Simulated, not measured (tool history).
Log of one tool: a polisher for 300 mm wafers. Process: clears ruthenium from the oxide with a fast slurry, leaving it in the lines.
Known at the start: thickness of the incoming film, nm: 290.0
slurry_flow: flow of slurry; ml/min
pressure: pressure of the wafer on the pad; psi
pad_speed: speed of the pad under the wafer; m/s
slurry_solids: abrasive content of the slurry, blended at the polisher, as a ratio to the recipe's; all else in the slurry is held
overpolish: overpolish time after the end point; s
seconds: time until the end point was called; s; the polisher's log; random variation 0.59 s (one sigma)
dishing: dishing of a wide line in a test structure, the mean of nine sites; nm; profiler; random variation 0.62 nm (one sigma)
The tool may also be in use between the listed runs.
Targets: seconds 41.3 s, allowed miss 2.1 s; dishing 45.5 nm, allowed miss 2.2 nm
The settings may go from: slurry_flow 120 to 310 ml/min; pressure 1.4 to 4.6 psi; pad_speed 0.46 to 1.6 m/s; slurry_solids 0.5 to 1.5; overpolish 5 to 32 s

| run | hour | slurry_flow | pressure | pad_speed | slurry_solids | overpolish | seconds | dishing |
|---|---|---|---|---|---|---|---|---|
| 1 | 0 | 200 | 3 | 1.02 | 1 | 16 | 81.506 | 33.229 |
| 2 | 1.6 | 200 | 3.4 | 1.06 | 1 | 16 | 71.141 | 35.095 |
| 3 | 5.6 | 240 | 3.4 | 1.06 | 1 | 16 | 71.988 | 35.797 |
| 4 | 14.6 | 240 | 3.7 | 1.12 | 1 | 16 | 62.07 | 36.794 |
| 5 | 17.9 | 220 | 3.7 | 1.12 | 1 | 16 | 62.957 | 37.303 |
| 6 | 26.3 | 220 | 3.7 | 1.28 | 1 | 16 | 55.84 | 39.735 |
| 7 | 27.3 | 220 | 3.9 | 1.3 | 1 | 16 | 51.934 | 38.95 |
| 8 | 27.9 | 220 | 4.1 | 1.32 | 1 | 17 | 51.005 | 41.577 |
| 9 | 31.3 | 220 | 4.2 | 1.36 | 1 | 17 | 47.328 | 42.572 |
| 10 | 39.9 | 220 | 4.3 | 1.38 | 1 | 17 | 46.873 | 42.401 |
| 11 | 42.9 | 220 | 4.4 | 1.4 | 1 | 17 | 44.923 | 42.798 |
| 12 | 44.3 | 220 | 4.5 | 1.42 | 1 | 17 | 42.736 | 43.022 |
| 13 | 47.5 | 220 | 4.5 | 1.42 | 1 | 17 | 43.53 | 44.476 |

5 next moves are on the table. One of them brings every result within its allowed miss. Which?
| A | 50.7 | 300 | 3.6 | 1.56 | 0.95 | 22 | ? | ? |
| B | 50.7 | 210 | 4.3 | 1.42 | 1 | 17 | ? | ? |
| C | 50.7 | 220 | 4.6 | 1.44 | 1.05 | 18 | ? | ? |
| D | 50.7 | 240 | 4.3 | 1.24 | 1.2 | 16 | ? | ? |
| E | 50.7 | 225 | 4.2 | 1.28 | 1.1 | 19 | ? | ? |

| move | seconds | dishing |
|---|---|---|
| A | 46.011 | 46.115 |
| B | 44.544 | 43.518 |
| C | 40.24 | 45.426 |
| D | 44.529 | 42.699 |
| E | 46.648 | 44.344 |
A: further off than the last run
B: further off than the last run
C: meets every target
D: further off than the last run
E: further off than the last run
Move C is the one to make.

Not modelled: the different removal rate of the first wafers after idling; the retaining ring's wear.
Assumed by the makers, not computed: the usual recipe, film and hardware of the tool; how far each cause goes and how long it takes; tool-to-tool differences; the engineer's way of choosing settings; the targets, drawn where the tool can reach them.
